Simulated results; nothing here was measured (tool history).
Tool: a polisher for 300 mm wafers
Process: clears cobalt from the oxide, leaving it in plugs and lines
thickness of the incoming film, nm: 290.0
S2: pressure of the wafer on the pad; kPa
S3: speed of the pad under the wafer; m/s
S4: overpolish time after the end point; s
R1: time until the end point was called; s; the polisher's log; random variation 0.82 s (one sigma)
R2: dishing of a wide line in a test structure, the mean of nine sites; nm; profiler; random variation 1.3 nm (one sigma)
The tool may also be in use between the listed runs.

{"run": 1, "hour": 0.0, "flow of slurry (ml/min)": 150, "S2": 10.3, "S3": 1.0, "S4": 22, "R1": 86.314, "R2": 48.655}
{"run": 2, "hour": 0.7, "flow of slurry (ml/min)": 150, "S2": 11.0, "S3": 1.0, "S4": 23, "R1": 83.225, "R2": 52.494}
{"run": 3, "hour": 6.0, "flow of slurry (ml/min)": 150, "S2": 12.4, "S3": 1.0, "S4": 23, "R1": 73.893, "R2": 58.023}
{"run": 4, "hour": 14.6, "flow of slurry (ml/min)": 155, "S2": 13.1, "S3": 1.0, "S4": 23, "R1": 70.937, "R2": 57.449}
{"run": 5, "hour": 18.2, "flow of slurry (ml/min)": 155, "S2": 13.1, "S3": 0.88, "S4": 23, "R1": 77.447, "R2": 52.495}
{"run": 6, "hour": 25.9, "flow of slurry (ml/min)": 155, "S2": 13.8, "S3": 0.88, "S4": 23, "R1": 76.432, "R2": 54.765}

The next listed run, before its measurement:
{"run": 7, "hour": 31.9, "flow of slurry (ml/min)": 155, "S2": 14.5, "S3": 0.88, "S4": 23, "R1": "?", "R2": "?"}

R1: 75.009 s
R2: 57.504 nm
